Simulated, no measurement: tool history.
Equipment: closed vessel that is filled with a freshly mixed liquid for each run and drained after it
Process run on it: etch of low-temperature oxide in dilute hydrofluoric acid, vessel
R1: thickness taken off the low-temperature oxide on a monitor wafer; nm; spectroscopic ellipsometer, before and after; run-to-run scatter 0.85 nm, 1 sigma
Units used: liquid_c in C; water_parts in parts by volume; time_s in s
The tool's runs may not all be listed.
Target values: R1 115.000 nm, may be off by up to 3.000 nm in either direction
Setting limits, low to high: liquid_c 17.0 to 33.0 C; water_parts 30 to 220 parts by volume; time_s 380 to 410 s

run 1 hour=0.0 | liquid_c=25.0 water_parts=125 time_s=380 | R1=65.245
run 2 hour=8.2 | liquid_c=25.0 water_parts=125 time_s=410 | R1=70.135
run 3 hour=14.2 | liquid_c=25.0 water_parts=125 time_s=380 | R1=64.923
run 4 hour=20.9 | liquid_c=23.5 water_parts=125 time_s=380 | R1=61.664
run 5 hour=24.7 | liquid_c=26.5 water_parts=110 time_s=380 | R1=80.166
run 6 hour=30.8 | liquid_c=28.5 water_parts=105 time_s=380 | R1=89.218
run 7 hour=37.4 | liquid_c=30.0 water_parts=100 time_s=380 | R1=100.950
run 8 hour=43.9 | liquid_c=31.0 water_parts=100 time_s=380 | R1=104.790
run 9 hour=52.6 | liquid_c=31.5 water_parts=100 time_s=380 | R1=107.150
run 10 hour=54.1 | liquid_c=31.5 water_parts=100 time_s=380 | R1=105.340
run 11 hour=61.5 | liquid_c=32.0 water_parts=100 time_s=380 | R1=109.130

4 next moves are on the table. One of them brings every result within its allowed miss. Which?
run A hour=68.9 | liquid_c=29.5 water_parts=95 time_s=410 | R1=?
run B hour=68.9 | liquid_c=30.5 water_parts=100 time_s=380 | R1=?
run C hour=68.9 | liquid_c=28.5 water_parts=100 time_s=385 | R1=?
run D hour=68.9 | liquid_c=31.5 water_parts=100 time_s=380 | R1=?

move=A R1=113.410
move=B R1=102.940
move=C R1=96.728
move=D R1=106.840
A: meets every target
B: lands further from the targets than the last run did
C: lands further from the targets than the last run did
D: lands further from the targets than the last run did
Move A is the one to make.

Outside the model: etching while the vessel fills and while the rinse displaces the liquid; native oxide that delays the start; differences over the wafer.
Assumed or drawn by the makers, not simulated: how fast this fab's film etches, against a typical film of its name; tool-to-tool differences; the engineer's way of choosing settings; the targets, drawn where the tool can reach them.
